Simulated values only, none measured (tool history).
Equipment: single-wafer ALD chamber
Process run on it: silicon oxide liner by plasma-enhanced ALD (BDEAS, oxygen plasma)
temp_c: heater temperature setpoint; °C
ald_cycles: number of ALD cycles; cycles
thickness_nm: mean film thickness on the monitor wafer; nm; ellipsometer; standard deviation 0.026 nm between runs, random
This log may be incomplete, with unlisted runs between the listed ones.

run	day	temp_c	ald_cycles	thickness_nm
1	0	310	58	5.4066
2	0.096	310	57	5.3683
3	0.233	310	56	5.2792
4	0.342	302	56	5.3721
5	0.55	303	55	5.2041
6	0.825	303	63	5.9969
7	0.95	303	61	5.7681
8	1.104	303	60	5.7245
9	1.229	303	59	5.563
10	1.367	303	58	5.5099
11	1.479	303	57	5.4115
12	1.55	303	56	5.3234
13	1.85	304	48	4.5753

Expected results for the next run?
14	1.892	304	48	?

thickness_nm: 4.5792 nm
